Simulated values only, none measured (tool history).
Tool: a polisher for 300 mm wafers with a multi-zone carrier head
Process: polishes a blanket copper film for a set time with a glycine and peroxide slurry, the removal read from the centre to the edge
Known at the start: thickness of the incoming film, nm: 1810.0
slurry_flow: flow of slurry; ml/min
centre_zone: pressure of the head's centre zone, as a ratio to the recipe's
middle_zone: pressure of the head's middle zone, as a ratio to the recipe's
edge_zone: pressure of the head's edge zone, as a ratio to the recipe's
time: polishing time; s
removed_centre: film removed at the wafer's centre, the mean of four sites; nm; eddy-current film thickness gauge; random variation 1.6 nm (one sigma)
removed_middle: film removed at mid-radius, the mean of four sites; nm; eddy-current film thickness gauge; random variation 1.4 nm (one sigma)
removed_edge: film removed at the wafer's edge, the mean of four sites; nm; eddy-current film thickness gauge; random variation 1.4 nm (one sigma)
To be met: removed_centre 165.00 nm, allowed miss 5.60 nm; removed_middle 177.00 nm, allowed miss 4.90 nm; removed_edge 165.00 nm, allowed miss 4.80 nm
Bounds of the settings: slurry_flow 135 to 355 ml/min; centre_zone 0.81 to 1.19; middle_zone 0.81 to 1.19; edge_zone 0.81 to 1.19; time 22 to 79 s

Run 1, hour 0.0: slurry_flow 225 ml/min, centre_zone 1.00, middle_zone 1.00, edge_zone 1.00, time 50 s. Result: removed_centre 243.49 nm, removed_middle 248.19 nm, removed_edge 247.25 nm.
Run 2, hour 8.7: slurry_flow 225 ml/min, centre_zone 1.07, middle_zone 1.00, edge_zone 1.00, time 50 s. Result: removed_centre 262.55 nm, removed_middle 246.80 nm, removed_edge 246.16 nm.
Run 3, hour 12.1: slurry_flow 225 ml/min, centre_zone 1.07, middle_zone 1.00, edge_zone 1.00, time 41 s. Result: removed_centre 209.32 nm, removed_middle 203.99 nm, removed_edge 203.20 nm.
Run 4, hour 15.0: slurry_flow 220 ml/min, centre_zone 1.06, middle_zone 1.00, edge_zone 0.98, time 40 s. Result: removed_centre 206.76 nm, removed_middle 195.81 nm, removed_edge 192.18 nm.
Run 5, hour 23.6: slurry_flow 215 ml/min, centre_zone 1.04, middle_zone 1.00, edge_zone 0.97, time 40 s. Result: removed_centre 202.11 nm, removed_middle 194.10 nm, removed_edge 192.31 nm.
Run 6, hour 25.9: slurry_flow 215 ml/min, centre_zone 1.04, middle_zone 1.00, edge_zone 1.05, time 40 s. Result: removed_centre 203.95 nm, removed_middle 196.28 nm, removed_edge 203.53 nm.
Run 7, hour 28.3: slurry_flow 210 ml/min, centre_zone 1.02, middle_zone 1.00, edge_zone 1.03, time 40 s. Result: removed_centre 196.34 nm, removed_middle 193.79 nm, removed_edge 198.11 nm.
Run 8, hour 37.1: slurry_flow 205 ml/min, centre_zone 1.01, middle_zone 1.00, edge_zone 1.01, time 40 s. Result: removed_centre 191.69 nm, removed_middle 197.33 nm, removed_edge 195.89 nm.
Run 9, hour 45.7: slurry_flow 200 ml/min, centre_zone 1.00, middle_zone 0.99, edge_zone 0.99, time 40 s. Result: removed_centre 188.92 nm, removed_middle 193.52 nm, removed_edge 193.86 nm.
Run 10, hour 48.1: slurry_flow 195 ml/min, centre_zone 1.00, middle_zone 0.99, edge_zone 0.97, time 40 s. Result: removed_centre 192.25 nm, removed_middle 188.48 nm, removed_edge 192.78 nm.
Run 11, hour 48.7: slurry_flow 195 ml/min, centre_zone 0.99, middle_zone 1.00, edge_zone 0.96, time 40 s. Result: removed_centre 187.92 nm, removed_middle 190.34 nm, removed_edge 187.09 nm.
Run 12, hour 53.3: slurry_flow 190 ml/min, centre_zone 0.98, middle_zone 1.00, edge_zone 0.95, time 40 s. Result: removed_centre 184.24 nm, removed_middle 192.76 nm, removed_edge 191.09 nm.
Run 13, hour 54.0: slurry_flow 190 ml/min, centre_zone 0.98, middle_zone 1.00, edge_zone 0.94, time 39 s. Result: removed_centre 179.08 nm, removed_middle 185.25 nm, removed_edge 183.62 nm.

5 next moves are on the table. One of them brings every result within its allowed miss. Which?
Run A, hour 54.7: slurry_flow 170 ml/min, centre_zone 1.05, middle_zone 0.98, edge_zone 1.01, time 42 s. Result: removed_centre ?, removed_middle ?, removed_edge ?.
Run B, hour 54.7: slurry_flow 185 ml/min, centre_zone 1.07, middle_zone 0.95, edge_zone 0.88, time 36 s. Result: removed_centre ?, removed_middle ?, removed_edge ?.
Run C, hour 54.7: slurry_flow 235 ml/min, centre_zone 0.95, middle_zone 1.03, edge_zone 0.88, time 35 s. Result: removed_centre ?, removed_middle ?, removed_edge ?.
Run D, hour 54.7: slurry_flow 175 ml/min, centre_zone 0.93, middle_zone 1.00, edge_zone 0.98, time 37 s. Result: removed_centre ?, removed_middle ?, removed_edge ?.
Run E, hour 54.7: slurry_flow 210 ml/min, centre_zone 1.07, middle_zone 0.96, edge_zone 0.92, time 35 s. Result: removed_centre ?, removed_middle ?, removed_edge ?.

move  removed_centre  removed_middle  removed_edge
   A          203.86          195.45        200.48
   B          181.19          167.07        162.96
   C          162.83          176.87        162.65
   D          159.92          175.34        174.73
   E          180.27          166.81        164.15
A: further off than the last run
B: brings the result that was furthest off to its target, and leaves another outside
C: meets every target
D: nearer than the last run, and not there yet
E: brings the result that was furthest off to its target, and leaves another outside
Move C is the one to make.

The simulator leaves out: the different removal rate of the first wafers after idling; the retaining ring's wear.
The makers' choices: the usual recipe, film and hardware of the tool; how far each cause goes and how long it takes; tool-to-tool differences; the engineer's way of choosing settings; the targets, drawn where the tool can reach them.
